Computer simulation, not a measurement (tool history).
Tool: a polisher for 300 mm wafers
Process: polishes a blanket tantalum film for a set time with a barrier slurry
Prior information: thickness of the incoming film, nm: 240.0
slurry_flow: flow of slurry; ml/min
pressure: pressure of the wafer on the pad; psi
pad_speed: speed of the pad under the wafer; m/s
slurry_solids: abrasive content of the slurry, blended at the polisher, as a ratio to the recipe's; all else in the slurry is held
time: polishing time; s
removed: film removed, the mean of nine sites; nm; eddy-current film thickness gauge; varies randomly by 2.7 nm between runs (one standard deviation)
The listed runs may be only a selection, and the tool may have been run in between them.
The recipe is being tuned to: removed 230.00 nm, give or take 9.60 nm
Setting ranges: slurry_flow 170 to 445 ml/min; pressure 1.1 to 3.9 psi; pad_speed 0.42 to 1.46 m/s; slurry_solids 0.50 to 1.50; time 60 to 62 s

| run | hour | slurry_flow | pressure | pad_speed | slurry_solids | time | removed |
|---|---|---|---|---|---|---|---|
| 1 | 0.0 | 285 | 2.5 | 0.94 | 1.00 | 60 | 139.79 |
| 2 | 1.2 | 325 | 2.5 | 0.94 | 1.00 | 60 | 142.52 |
| 3 | 2.0 | 280 | 2.5 | 0.94 | 1.00 | 60 | 141.15 |
| 4 | 8.9 | 280 | 2.7 | 0.94 | 1.00 | 60 | 148.83 |
| 5 | 12.3 | 280 | 2.9 | 0.94 | 1.00 | 60 | 162.83 |
| 6 | 15.1 | 280 | 2.9 | 0.94 | 1.00 | 62 | 169.05 |
| 7 | 20.1 | 280 | 3.0 | 0.94 | 1.00 | 62 | 167.33 |
| 8 | 26.7 | 280 | 3.0 | 0.94 | 1.00 | 62 | 169.76 |
| 9 | 34.2 | 280 | 3.1 | 0.94 | 1.00 | 62 | 177.18 |

5 next moves are on the table. One of them brings every result within its allowed miss. Which?
| A | 41.7 | 345 | 3.5 | 1.14 | 1.15 | 60 | ? |
| B | 41.7 | 370 | 3.7 | 0.88 | 1.00 | 62 | ? |
| C | 41.7 | 255 | 3.1 | 1.20 | 0.80 | 62 | ? |
| D | 41.7 | 295 | 2.7 | 0.96 | 0.85 | 60 | ? |
| E | 41.7 | 305 | 2.9 | 0.66 | 0.65 | 60 | ? |

| move | removed |
|---|---|
| A | 231.06 |
| B | 202.48 |
| C | 196.35 |
| D | 146.02 |
| E | 112.32 |
A: each result inside its tolerance
B: nearer than the last run, and not there yet
C: nearer than the last run, and not there yet
D: the biggest miss grows against the last run
E: the biggest miss grows against the last run
The move that meets every target is A.

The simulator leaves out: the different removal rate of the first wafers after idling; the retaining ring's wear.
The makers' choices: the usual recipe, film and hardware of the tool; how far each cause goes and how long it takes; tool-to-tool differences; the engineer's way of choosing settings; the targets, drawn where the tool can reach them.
